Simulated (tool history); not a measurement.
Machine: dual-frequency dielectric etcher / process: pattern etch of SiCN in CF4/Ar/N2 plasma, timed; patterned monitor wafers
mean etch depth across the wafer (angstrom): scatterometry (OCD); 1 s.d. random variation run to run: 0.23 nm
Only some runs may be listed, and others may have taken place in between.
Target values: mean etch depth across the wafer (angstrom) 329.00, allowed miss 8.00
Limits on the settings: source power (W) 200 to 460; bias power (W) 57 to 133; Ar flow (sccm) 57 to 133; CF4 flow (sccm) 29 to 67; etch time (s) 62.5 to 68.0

run,day,source power (W),bias power (W),Ar flow (sccm),CF4 flow (sccm),etch time (s),mean etch depth across the wafer (angstrom)
1,0.000,330,95,95,48,68.0,447.77
2,0.179,310,94,95,48,68.0,426.10
3,0.354,310,94,95,51,68.0,430.67
4,0.579,280,94,95,51,68.0,406.06
5,0.638,260,92,96,51,68.0,371.37
6,0.958,260,92,96,46,68.0,372.26
7,1.300,250,92,96,46,68.0,360.54
8,1.596,240,92,96,46,68.0,352.70
9,1.662,230,92,96,46,68.0,338.35

Consider the 5 candidate settings below. Which is the only one whose results all fall within their allowed miss of target?
A,1.729,200,128,86,60,65.0,?
B,1.729,280,77,75,47,64.5,?
C,1.729,270,84,104,54,64.5,?
D,1.729,240,92,98,49,63.5,?
E,1.729,270,66,96,37,67.0,?

move,mean etch depth across the wafer (angstrom)
A,350.43
B,353.55
C,345.45
D,323.86
E,309.75
A: moves away from the targets compared with the last run
B: moves away from the targets compared with the last run
C: moves away from the targets compared with the last run
D: all results in spec
E: moves the result that the last run missed by most past its target, out the other side
Answer: D
